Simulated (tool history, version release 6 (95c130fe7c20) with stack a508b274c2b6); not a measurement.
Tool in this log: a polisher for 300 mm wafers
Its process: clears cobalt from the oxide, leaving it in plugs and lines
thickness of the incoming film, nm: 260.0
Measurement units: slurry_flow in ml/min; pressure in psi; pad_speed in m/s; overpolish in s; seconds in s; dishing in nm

Run 1, hour 0: slurry_flow 140 ml/min, pressure 2.3 psi, pad_speed 1.26 m/s, overpolish 29 s. Result: seconds 35.802 s, dishing 43.886 nm.
Run 2, hour 2.7: slurry_flow 140 ml/min, pressure 2.3 psi, pad_speed 1.06 m/s, overpolish 29 s. Result: seconds 41.833 s, dishing 43.498 nm.
Run 3, hour 10.4: slurry_flow 140 ml/min, pressure 2.6 psi, pad_speed 1.06 m/s, overpolish 29 s. Result: seconds 37.258 s, dishing 44.697 nm.
Run 4, hour 18.4: slurry_flow 105 ml/min, pressure 2.6 psi, pad_speed 1.06 m/s, overpolish 29 s. Result: seconds 39.327 s, dishing 42.93 nm.
Run 5, hour 22.8: slurry_flow 115 ml/min, pressure 2.6 psi, pad_speed 1.06 m/s, overpolish 29 s. Result: seconds 38.111 s, dishing 42.059 nm.
Run 6, hour 31.5: slurry_flow 95 ml/min, pressure 2.6 psi, pad_speed 1.06 m/s, overpolish 29 s. Result: seconds 40.654 s, dishing 43.085 nm.

What will run 7 give?
Run 7, hour 39.7: slurry_flow 90 ml/min, pressure 2.5 psi, pad_speed 1 m/s, overpolish 23 s. Result: seconds ?, dishing ?.

{"run 7": {"seconds": 44.771, "dishing": 41.976}}

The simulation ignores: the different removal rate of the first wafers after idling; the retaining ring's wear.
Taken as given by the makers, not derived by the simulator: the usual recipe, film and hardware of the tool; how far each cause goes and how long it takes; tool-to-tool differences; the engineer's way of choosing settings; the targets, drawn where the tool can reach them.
